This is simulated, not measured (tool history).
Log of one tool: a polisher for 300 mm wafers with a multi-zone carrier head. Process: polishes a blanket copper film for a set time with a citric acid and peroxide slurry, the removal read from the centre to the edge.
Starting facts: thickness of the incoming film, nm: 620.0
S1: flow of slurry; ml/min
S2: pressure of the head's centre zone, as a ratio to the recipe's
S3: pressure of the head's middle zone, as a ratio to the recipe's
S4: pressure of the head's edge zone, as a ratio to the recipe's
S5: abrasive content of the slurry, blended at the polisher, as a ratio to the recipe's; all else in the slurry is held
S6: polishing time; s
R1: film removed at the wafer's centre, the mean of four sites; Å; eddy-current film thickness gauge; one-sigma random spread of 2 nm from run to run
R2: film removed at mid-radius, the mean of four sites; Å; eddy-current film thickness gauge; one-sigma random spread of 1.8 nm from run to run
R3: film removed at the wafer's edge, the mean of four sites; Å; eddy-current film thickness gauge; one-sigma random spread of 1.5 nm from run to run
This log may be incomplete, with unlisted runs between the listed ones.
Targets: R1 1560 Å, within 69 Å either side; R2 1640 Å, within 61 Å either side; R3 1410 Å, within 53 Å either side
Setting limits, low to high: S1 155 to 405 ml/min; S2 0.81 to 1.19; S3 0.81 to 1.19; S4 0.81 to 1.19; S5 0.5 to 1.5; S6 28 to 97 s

{"run": 1, "hour": 0.0, "S1": 260, "S2": 1, "S3": 1, "S4": 1, "S5": 1, "S6": 62, "R1": 1208.5, "R2": 1191.6, "R3": 1210.8}
{"run": 2, "hour": 8.0, "S1": 265, "S2": 1.01, "S3": 1.02, "S4": 1, "S5": 1.05, "S6": 62, "R1": 1261.7, "R2": 1220.2, "R3": 1241.1}
{"run": 3, "hour": 13.2, "S1": 265, "S2": 1.01, "S3": 0.98, "S4": 1, "S5": 1.05, "S6": 62, "R1": 1234.5, "R2": 1167.2, "R3": 1213}
{"run": 4, "hour": 14.2, "S1": 270, "S2": 1.01, "S3": 1.01, "S4": 0.99, "S5": 1.1, "S6": 63, "R1": 1221.2, "R2": 1247.4, "R3": 1270.3}
{"run": 5, "hour": 20.5, "S1": 270, "S2": 1.03, "S3": 1.03, "S4": 0.98, "S5": 1.1, "S6": 64, "R1": 1296.6, "R2": 1312, "R3": 1269.4}
{"run": 6, "hour": 25.4, "S1": 270, "S2": 0.99, "S3": 1.03, "S4": 0.98, "S5": 1.1, "S6": 64, "R1": 1252.1, "R2": 1293.7, "R3": 1258.1}
{"run": 7, "hour": 26.9, "S1": 270, "S2": 1.01, "S3": 1.05, "S4": 0.98, "S5": 1.1, "S6": 64, "R1": 1296.2, "R2": 1327.5, "R3": 1290.8}
{"run": 8, "hour": 33.2, "S1": 270, "S2": 1.02, "S3": 1.07, "S4": 0.98, "S5": 1.1, "S6": 64, "R1": 1288.4, "R2": 1322.1, "R3": 1279.6}
{"run": 9, "hour": 35.2, "S1": 275, "S2": 1.04, "S3": 1.08, "S4": 0.97, "S5": 1.15, "S6": 64, "R1": 1317.8, "R2": 1364.3, "R3": 1267.6}
{"run": 10, "hour": 43.8, "S1": 275, "S2": 1.05, "S3": 1.09, "S4": 0.97, "S5": 1.2, "S6": 64, "R1": 1344.4, "R2": 1373.4, "R3": 1294.5}
{"run": 11, "hour": 45.6, "S1": 280, "S2": 1.06, "S3": 1.1, "S4": 0.97, "S5": 1.2, "S6": 64, "R1": 1375.1, "R2": 1409.9, "R3": 1280.6}
{"run": 12, "hour": 50.4, "S1": 285, "S2": 1.06, "S3": 1.11, "S4": 0.98, "S5": 1.25, "S6": 64, "R1": 1362.4, "R2": 1427.8, "R3": 1302.4}
{"run": 13, "hour": 51.9, "S1": 285, "S2": 1.07, "S3": 1.12, "S4": 0.98, "S5": 1.3, "S6": 64, "R1": 1377.3, "R2": 1425.7, "R3": 1321.4}
{"run": 14, "hour": 53.6, "S1": 290, "S2": 1.08, "S3": 1.13, "S4": 0.98, "S5": 1.3, "S6": 64, "R1": 1383.3, "R2": 1461.8, "R3": 1304.8}
{"run": 15, "hour": 57.1, "S1": 290, "S2": 1.09, "S3": 1.14, "S4": 0.98, "S5": 1.3, "S6": 64, "R1": 1418.5, "R2": 1456.5, "R3": 1314.3}
{"run": 16, "hour": 58.9, "S1": 290, "S2": 1.09, "S3": 1.15, "S4": 0.98, "S5": 1.3, "S6": 64, "R1": 1413.6, "R2": 1480.3, "R3": 1308.7}
{"run": 17, "hour": 65.2, "S1": 290, "S2": 1.1, "S3": 1.15, "S4": 0.98, "S5": 1.3, "S6": 64, "R1": 1419.3, "R2": 1468.5, "R3": 1332.1}

Of the 5 settings listed for the next run, only one would bring every result within its allowed miss of target. Which one?
{"run": "A", "hour": 71.5, "S1": 320, "S2": 1, "S3": 1.06, "S4": 1.17, "S5": 1.4, "S6": 67, "R1": "?", "R2": "?", "R3": "?"}
{"run": "B", "hour": 71.5, "S1": 245, "S2": 0.94, "S3": 1.19, "S4": 0.89, "S5": 1.5, "S6": 72, "R1": "?", "R2": "?", "R3": "?"}
{"run": "C", "hour": 71.5, "S1": 300, "S2": 1.07, "S3": 1.14, "S4": 0.91, "S5": 1.45, "S6": 70, "R1": "?", "R2": "?", "R3": "?"}
{"run": "D", "hour": 71.5, "S1": 265, "S2": 1.06, "S3": 1.13, "S4": 1.02, "S5": 1.35, "S6": 73, "R1": "?", "R2": "?", "R3": "?"}
{"run": "E", "hour": 71.5, "S1": 375, "S2": 1.04, "S3": 1.19, "S4": 0.87, "S5": 1.25, "S6": 67, "R1": "?", "R2": "?", "R3": "?"}

move=A R1=1442.7 R2=1449.5 R3=1533.4
move=B R1=1450 R2=1689.5 R3=1422.8
move=C R1=1584.9 R2=1610.9 R3=1415.9
move=D R1=1596.7 R2=1624.5 R3=1524.1
move=E R1=1482.8 R2=1594.3 R3=1315.6
A: moves away from the targets compared with the last run
B: corrects the largest miss of the last run, while another result sits out of spec
C: every result within its allowed miss
D: corrects the largest miss of the last run, while another result sits out of spec
E: corrects the largest miss of the last run, while another result sits out of spec
Correct choice: C, which meets every target

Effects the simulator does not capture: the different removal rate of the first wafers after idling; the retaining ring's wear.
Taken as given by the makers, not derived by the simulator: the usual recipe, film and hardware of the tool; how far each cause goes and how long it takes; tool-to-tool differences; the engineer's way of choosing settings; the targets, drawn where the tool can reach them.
